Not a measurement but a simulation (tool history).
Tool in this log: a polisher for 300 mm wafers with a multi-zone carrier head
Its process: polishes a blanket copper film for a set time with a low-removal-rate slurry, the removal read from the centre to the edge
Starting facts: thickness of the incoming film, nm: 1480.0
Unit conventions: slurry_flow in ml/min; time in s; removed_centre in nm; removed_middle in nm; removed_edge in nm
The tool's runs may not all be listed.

run,day,slurry_flow,centre_zone,middle_zone,edge_zone,slurry_solids,time,removed_centre,removed_middle,removed_edge
1,0,135,1,1,1,1,86,271.02,263.81,279.37
2,0.029,140,0.99,1.02,1.01,1.05,86,263.2,271.2,283.15
3,0.054,145,0.99,1.04,1.01,1.1,87,285.93,287.93,289.81
4,0.25,145,0.99,0.98,1.01,1.1,87,281.85,271.41,289.02
5,0.346,145,0.99,0.9,1.01,1.1,87,281.88,254.94,282.27
6,0.571,145,0.99,0.9,1.01,1.25,87,284.2,256.62,298.62
7,0.721,150,0.98,0.93,1.01,1.25,87,291.32,271.65,300.29
8,0.758,155,0.96,0.95,1.01,1.25,87,288.79,278.81,295.46
9,0.988,155,0.95,0.97,1.02,1.3,87,290.72,287.39,306.05
10,1.058,160,0.94,0.99,1.02,1.3,87,283.57,296.87,306.13
11,1.1,165,0.94,1,1.02,1.3,87,288.6,301.25,308.2

For run 12, what comes out?
12,1.167,190,0.86,1.1,1.05,1.4,88,?,?,?

Run 12 yielded removed_centre 275.89 nm, removed_middle 337.24 nm, removed_edge 317.72 nm.
